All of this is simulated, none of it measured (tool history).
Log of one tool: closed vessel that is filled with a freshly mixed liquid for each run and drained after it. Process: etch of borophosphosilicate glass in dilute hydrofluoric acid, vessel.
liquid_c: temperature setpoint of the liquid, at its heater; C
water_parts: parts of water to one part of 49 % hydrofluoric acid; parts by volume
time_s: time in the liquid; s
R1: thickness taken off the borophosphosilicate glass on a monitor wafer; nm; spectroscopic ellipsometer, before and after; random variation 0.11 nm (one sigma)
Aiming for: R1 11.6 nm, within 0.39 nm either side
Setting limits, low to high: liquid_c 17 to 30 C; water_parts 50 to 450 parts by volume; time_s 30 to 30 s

{"run": 1, "hour": 0.0, "liquid_c": 22, "water_parts": 250, "time_s": 30, "R1": 4.7298}
{"run": 2, "hour": 1.5, "liquid_c": 23, "water_parts": 230, "time_s": 30, "R1": 5.339}
{"run": 3, "hour": 3.3, "liquid_c": 24, "water_parts": 230, "time_s": 30, "R1": 5.5425}
{"run": 4, "hour": 9.4, "liquid_c": 24.5, "water_parts": 215, "time_s": 30, "R1": 6.2927}
{"run": 5, "hour": 16.1, "liquid_c": 25, "water_parts": 205, "time_s": 30, "R1": 6.8347}
{"run": 6, "hour": 17.0, "liquid_c": 23, "water_parts": 205, "time_s": 30, "R1": 6.1817}
{"run": 7, "hour": 25.1, "liquid_c": 24, "water_parts": 195, "time_s": 30, "R1": 6.8923}
{"run": 8, "hour": 33.4, "liquid_c": 24.5, "water_parts": 190, "time_s": 30, "R1": 7.1966}
{"run": 9, "hour": 34.9, "liquid_c": 24.5, "water_parts": 190, "time_s": 30, "R1": 7.1698}
{"run": 10, "hour": 38.8, "liquid_c": 25, "water_parts": 185, "time_s": 30, "R1": 7.6551}
{"run": 11, "hour": 39.5, "liquid_c": 25.5, "water_parts": 180, "time_s": 30, "R1": 8.06}
{"run": 12, "hour": 47.3, "liquid_c": 26, "water_parts": 175, "time_s": 30, "R1": 8.4371}
{"run": 13, "hour": 56.2, "liquid_c": 26, "water_parts": 175, "time_s": 30, "R1": 8.4474}
{"run": 14, "hour": 61.8, "liquid_c": 30, "water_parts": 130, "time_s": 30, "R1": 13.899}
{"run": 15, "hour": 64.1, "liquid_c": 29.5, "water_parts": 130, "time_s": 30, "R1": 13.553}

Of the 4 settings listed for the next run, only one would bring every result within its allowed miss of target. Which one?
{"run": "A", "hour": 66.4, "liquid_c": 30, "water_parts": 105, "time_s": 30, "R1": "?"}
{"run": "B", "hour": 66.4, "liquid_c": 29.5, "water_parts": 115, "time_s": 30, "R1": "?"}
{"run": "C", "hour": 66.4, "liquid_c": 30, "water_parts": 170, "time_s": 30, "R1": "?"}
{"run": "D", "hour": 66.4, "liquid_c": 28.5, "water_parts": 145, "time_s": 30, "R1": "?"}

move=A R1=18.07
move=B R1=15.972
move=C R1=10.233
move=D R1=11.735
A: further off than the last run
B: further off than the last run
C: takes the biggest miss from the last run beyond its target
D: hits every target within its allowed miss
Move D is the one to make.

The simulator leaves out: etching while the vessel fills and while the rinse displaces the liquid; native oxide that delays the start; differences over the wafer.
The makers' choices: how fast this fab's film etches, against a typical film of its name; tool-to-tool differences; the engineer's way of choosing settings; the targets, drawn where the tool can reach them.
